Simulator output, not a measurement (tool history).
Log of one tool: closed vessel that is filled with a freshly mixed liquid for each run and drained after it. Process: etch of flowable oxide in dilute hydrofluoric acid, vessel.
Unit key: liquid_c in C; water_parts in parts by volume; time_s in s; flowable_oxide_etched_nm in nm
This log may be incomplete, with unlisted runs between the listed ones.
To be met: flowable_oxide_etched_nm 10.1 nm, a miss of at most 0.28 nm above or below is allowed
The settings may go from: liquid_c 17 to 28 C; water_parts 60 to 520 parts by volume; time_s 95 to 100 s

run  hour  liquid_c  water_parts  time_s  flowable_oxide_etched_nm
  1     0        20          290      95                    7.9075
  2     6        18          290      95                    7.3373
  3   9.2        17          290      95                    6.9999
  4  12.2        17          360      95                    5.3496
  5  21.3      18.5          350      95                    5.8492
  6  27.4      19.5          340      95                    6.3765
  7  34.3      20.5          335      95                    6.6817
  8  40.8      24.5          280      95                    9.7355

Consider the 4 candidate settings below. Which is the only one whose results all fall within their allowed miss of target?
  A  47.3        24          255      95                         ?
  B  47.3      23.5          275      95                         ?
  C  47.3        26          280      95                         ?
  D  47.3        23          245      95                         ?

move  flowable_oxide_etched_nm
   A                    10.838
   B                    9.6771
   C                    10.318
   D                    10.992
A: pushes the last run's worst result past its target
B: its largest miss is bigger than the last run's
C: hits every target within its allowed miss
D: pushes the last run's worst result past its target
The move that meets every target is C.
